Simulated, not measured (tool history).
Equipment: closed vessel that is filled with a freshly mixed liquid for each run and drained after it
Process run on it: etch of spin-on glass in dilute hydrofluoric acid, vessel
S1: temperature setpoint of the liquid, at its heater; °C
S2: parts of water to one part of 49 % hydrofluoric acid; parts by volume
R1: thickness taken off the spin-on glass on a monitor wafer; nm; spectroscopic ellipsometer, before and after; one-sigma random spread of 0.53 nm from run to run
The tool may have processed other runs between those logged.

run 1 hour=0 | S1=24 S2=55 time_in_the_liquid_(s)=85 | R1=67.226
run 2 hour=3.1 | S1=24 S2=55 time_in_the_liquid_(s)=85 | R1=66.974
run 3 hour=9.6 | S1=25 S2=50 time_in_the_liquid_(s)=85 | R1=77.145
run 4 hour=14.1 | S1=25 S2=50 time_in_the_liquid_(s)=95 | R1=85.552
run 5 hour=20.2 | S1=25 S2=35 time_in_the_liquid_(s)=95 | R1=125.9
run 6 hour=23 | S1=25 S2=35 time_in_the_liquid_(s)=85 | R1=113.26
run 7 hour=30.3 | S1=26 S2=35 time_in_the_liquid_(s)=85 | R1=116.98
run 8 hour=32.3 | S1=27 S2=35 time_in_the_liquid_(s)=85 | R1=122.92
run 9 hour=39.9 | S1=27.5 S2=35 time_in_the_liquid_(s)=85 | R1=124.57
run 10 hour=43.6 | S1=28 S2=35 time_in_the_liquid_(s)=85 | R1=126.94
run 11 hour=51.6 | S1=28.5 S2=35 time_in_the_liquid_(s)=85 | R1=130.12
run 12 hour=54.8 | S1=29 S2=35 time_in_the_liquid_(s)=85 | R1=132.68
run 13 hour=63.1 | S1=29.5 S2=35 time_in_the_liquid_(s)=85 | R1=134.78

For run 14, what comes out?
run 14 hour=66.2 | S1=30 S2=35 time_in_the_liquid_(s)=85 | R1=?

R1: 137.84 nm

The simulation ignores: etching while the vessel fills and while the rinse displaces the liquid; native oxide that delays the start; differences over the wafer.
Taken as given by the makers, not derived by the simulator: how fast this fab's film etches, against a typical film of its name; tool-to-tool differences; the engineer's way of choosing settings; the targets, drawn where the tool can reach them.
